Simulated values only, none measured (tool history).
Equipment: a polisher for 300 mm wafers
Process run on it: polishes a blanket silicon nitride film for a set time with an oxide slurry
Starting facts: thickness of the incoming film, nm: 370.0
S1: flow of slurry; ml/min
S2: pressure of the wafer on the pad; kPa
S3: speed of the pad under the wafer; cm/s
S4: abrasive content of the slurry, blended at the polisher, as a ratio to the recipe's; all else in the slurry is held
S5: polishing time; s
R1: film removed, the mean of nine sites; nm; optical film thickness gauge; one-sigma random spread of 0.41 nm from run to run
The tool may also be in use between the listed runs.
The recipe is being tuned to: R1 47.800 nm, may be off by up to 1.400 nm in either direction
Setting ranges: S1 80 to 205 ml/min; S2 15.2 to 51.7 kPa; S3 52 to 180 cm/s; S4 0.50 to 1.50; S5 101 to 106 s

| run | hour | S1 | S2 | S3 | S4 | S5 | R1 |
|---|---|---|---|---|---|---|---|
| 1 | 0.0 | 135 | 33.1 | 116 | 1.00 | 101 | 78.716 |
| 2 | 8.2 | 130 | 30.3 | 116 | 1.00 | 101 | 71.744 |
| 3 | 15.7 | 115 | 30.3 | 116 | 1.00 | 101 | 70.706 |
| 4 | 17.1 | 115 | 30.3 | 116 | 0.85 | 101 | 64.854 |
| 5 | 24.7 | 115 | 35.9 | 116 | 0.85 | 101 | 78.289 |
| 6 | 29.9 | 115 | 33.8 | 116 | 0.85 | 101 | 72.444 |
| 7 | 32.1 | 115 | 31.7 | 116 | 0.85 | 101 | 68.358 |
| 8 | 37.9 | 115 | 29.6 | 116 | 0.85 | 101 | 63.848 |
| 9 | 45.5 | 115 | 28.3 | 116 | 0.85 | 101 | 61.179 |
| 10 | 48.1 | 115 | 26.9 | 116 | 0.85 | 101 | 58.564 |
| 11 | 50.9 | 115 | 26.2 | 116 | 0.85 | 101 | 56.279 |
| 12 | 57.7 | 115 | 25.5 | 116 | 0.85 | 101 | 55.491 |
| 13 | 60.1 | 115 | 24.8 | 116 | 0.85 | 101 | 54.135 |

Which one of the following 4 next-run settings gets every result inside its allowed miss? There is exactly one.
| A | 62.5 | 140 | 24.8 | 100 | 0.95 | 101 | ? |
| B | 62.5 | 105 | 22.8 | 110 | 0.90 | 101 | ? |
| C | 62.5 | 120 | 22.1 | 120 | 0.80 | 106 | ? |
| D | 62.5 | 105 | 26.9 | 106 | 0.75 | 101 | ? |

| move | R1 |
|---|---|
| A | 52.409 |
| B | 48.210 |
| C | 51.558 |
| D | 50.965 |
A: closes in on the targets versus the last run, not all within tolerance yet
B: all results land within tolerance of their targets
C: closes in on the targets versus the last run, not all within tolerance yet
D: closes in on the targets versus the last run, not all within tolerance yet
Move B is the one to make.

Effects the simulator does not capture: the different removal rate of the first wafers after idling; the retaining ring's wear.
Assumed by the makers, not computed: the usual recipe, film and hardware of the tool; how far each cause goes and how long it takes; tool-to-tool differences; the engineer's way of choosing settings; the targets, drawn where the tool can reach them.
